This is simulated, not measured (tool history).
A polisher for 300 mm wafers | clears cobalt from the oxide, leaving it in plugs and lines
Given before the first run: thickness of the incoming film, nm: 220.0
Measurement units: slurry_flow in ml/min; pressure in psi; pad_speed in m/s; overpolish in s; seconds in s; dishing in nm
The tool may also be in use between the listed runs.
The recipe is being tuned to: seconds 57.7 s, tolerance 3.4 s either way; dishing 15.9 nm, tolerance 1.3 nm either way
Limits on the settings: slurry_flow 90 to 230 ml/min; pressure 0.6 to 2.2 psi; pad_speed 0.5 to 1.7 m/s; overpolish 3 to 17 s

run	hour	slurry_flow	pressure	pad_speed	overpolish	seconds	dishing
1	0	150	1.4	1.1	9	51.194	27.587
2	1.1	150	1.4	0.98	9	57.12	26.885
3	6.1	150	1.4	1	7	53.529	22.018
4	14.6	150	1.1	1	7	66.51	19.162
5	16.4	135	1.1	1	7	68.457	18.556
6	22.7	135	1.1	0.76	7	90.032	14.156
7	23.8	145	1.2	0.76	6	82.887	13.754
8	29.4	145	1.3	0.76	6	77.2	15.377
9	35.7	150	1.4	0.76	5	70.244	13.119
10	37.8	150	1.5	0.76	5	68.488	13.656
11	39.1	150	1.5	0.76	5	65.075	13.383
12	41	155	1.6	0.78	5	64.251	15.059

4 candidate next runs follow, results not yet known. Just one meets every target within its allowed miss. Identify it.
A	42.9	145	1.4	0.8	6	?	?
B	42.9	130	1.6	0.86	5	?	?
C	42.9	125	1.5	0.78	6	?	?
D	42.9	140	1.3	0.92	7	?	?

move	seconds	dishing
A	68.91	16.816
B	58.692	16.491
C	68.734	16.851
D	64.558	20.266
A: its largest miss is bigger than the last run's
B: meets every target
C: its largest miss is bigger than the last run's
D: its largest miss is bigger than the last run's
B is the move that brings every result within its allowed miss.

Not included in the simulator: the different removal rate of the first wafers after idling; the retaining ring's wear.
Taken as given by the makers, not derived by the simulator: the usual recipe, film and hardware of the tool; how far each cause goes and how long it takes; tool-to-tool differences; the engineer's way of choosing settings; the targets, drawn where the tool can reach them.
